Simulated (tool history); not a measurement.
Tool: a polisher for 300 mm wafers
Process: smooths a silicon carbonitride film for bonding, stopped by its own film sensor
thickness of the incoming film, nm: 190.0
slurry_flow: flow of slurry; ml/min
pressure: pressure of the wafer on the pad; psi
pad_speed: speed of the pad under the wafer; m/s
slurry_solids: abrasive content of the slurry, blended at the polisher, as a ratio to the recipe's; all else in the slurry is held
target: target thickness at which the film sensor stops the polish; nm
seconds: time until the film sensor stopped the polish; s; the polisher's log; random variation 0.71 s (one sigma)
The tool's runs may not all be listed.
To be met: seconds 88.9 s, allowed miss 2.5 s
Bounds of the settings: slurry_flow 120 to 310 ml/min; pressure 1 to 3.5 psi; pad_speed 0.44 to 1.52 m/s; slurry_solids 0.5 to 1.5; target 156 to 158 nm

run 1 hour=0 | slurry_flow=200 pressure=2.2 pad_speed=0.98 slurry_solids=1 target=158 | seconds=126.68
run 2 hour=1.2 | slurry_flow=200 pressure=1.9 pad_speed=0.98 slurry_solids=1 target=158 | seconds=138.05
run 3 hour=2.7 | slurry_flow=150 pressure=1.9 pad_speed=0.98 slurry_solids=1 target=158 | seconds=142.92
run 4 hour=9.8 | slurry_flow=150 pressure=1.9 pad_speed=0.86 slurry_solids=1 target=158 | seconds=159.08
run 5 hour=15.1 | slurry_flow=155 pressure=2.3 pad_speed=0.86 slurry_solids=1 target=158 | seconds=141.25
run 6 hour=16.3 | slurry_flow=165 pressure=2.6 pad_speed=0.88 slurry_solids=1 target=158 | seconds=127.76
run 7 hour=16.9 | slurry_flow=175 pressure=2.8 pad_speed=0.9 slurry_solids=1 target=158 | seconds=117.69
run 8 hour=20.1 | slurry_flow=175 pressure=2.8 pad_speed=0.9 slurry_solids=1 target=158 | seconds=116.16
run 9 hour=25.3 | slurry_flow=185 pressure=3 pad_speed=0.9 slurry_solids=1 target=158 | seconds=110.23
run 10 hour=30.4 | slurry_flow=190 pressure=3.1 pad_speed=0.92 slurry_solids=1 target=158 | seconds=106.47
run 11 hour=34.3 | slurry_flow=190 pressure=3.2 pad_speed=0.94 slurry_solids=1 target=158 | seconds=102.33
run 12 hour=37.6 | slurry_flow=195 pressure=3.3 pad_speed=0.96 slurry_solids=1 target=158 | seconds=96.658
run 13 hour=45 | slurry_flow=195 pressure=3.4 pad_speed=0.96 slurry_solids=1 target=158 | seconds=95.875
run 14 hour=48.8 | slurry_flow=200 pressure=3.4 pad_speed=0.98 slurry_solids=1 target=158 | seconds=92.337

4 next moves are on the table. One of them brings every result within its allowed miss. Which?
run A hour=52.6 | slurry_flow=155 pressure=3.3 pad_speed=1.08 slurry_solids=1.35 target=157 | seconds=?
run B hour=52.6 | slurry_flow=195 pressure=2.9 pad_speed=0.94 slurry_solids=1.25 target=158 | seconds=?
run C hour=52.6 | slurry_flow=190 pressure=3.5 pad_speed=0.96 slurry_solids=1.3 target=156 | seconds=?
run D hour=52.6 | slurry_flow=240 pressure=3.5 pad_speed=1 slurry_solids=1.1 target=158 | seconds=?

move=A seconds=82.689
move=B seconds=97.97
move=C seconds=88.215
move=D seconds=84.092
A: takes the result that was furthest off past its target
B: further off than the last run
C: meets every target
D: takes the result that was furthest off past its target
The right move is C.
